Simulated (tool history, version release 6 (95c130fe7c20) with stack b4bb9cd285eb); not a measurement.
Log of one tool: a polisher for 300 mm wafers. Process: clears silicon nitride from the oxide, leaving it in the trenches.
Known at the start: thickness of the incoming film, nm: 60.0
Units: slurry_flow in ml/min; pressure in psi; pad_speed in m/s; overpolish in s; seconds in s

run,day,slurry_flow,pressure,pad_speed,overpolish,seconds
1,0.000,305,2.9,0.82,29,91.005
2,0.038,360,2.9,0.82,29,92.813
3,0.067,360,3.1,0.82,29,88.584
4,0.358,360,3.1,0.82,31,88.478
5,0.442,360,3.3,0.82,31,85.002
6,0.608,360,3.3,1.02,31,65.810
7,0.792,360,3.2,1.02,31,66.540

Run 8 comes next. What will it give?
8,0.971,360,3.1,1.02,31,?

Run 8 gave seconds 70.316 s.
